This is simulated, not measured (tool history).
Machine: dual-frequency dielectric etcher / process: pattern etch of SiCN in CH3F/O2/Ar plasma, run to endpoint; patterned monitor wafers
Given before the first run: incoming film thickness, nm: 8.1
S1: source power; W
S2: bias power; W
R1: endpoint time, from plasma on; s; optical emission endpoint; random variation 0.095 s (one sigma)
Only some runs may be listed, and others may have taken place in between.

run	hour	S1	S2	R1
1	0.0	290	77	21.958
2	6.5	290	64	23.972
3	15.0	280	64	24.209
4	23.9	280	57	25.415
5	26.6	290	57	25.026
6	32.5	270	57	25.861
7	34.3	280	57	25.392

Predict the results of run 8:
8	35.4	290	57	?

{"run 8": {"R1": 24.904}}
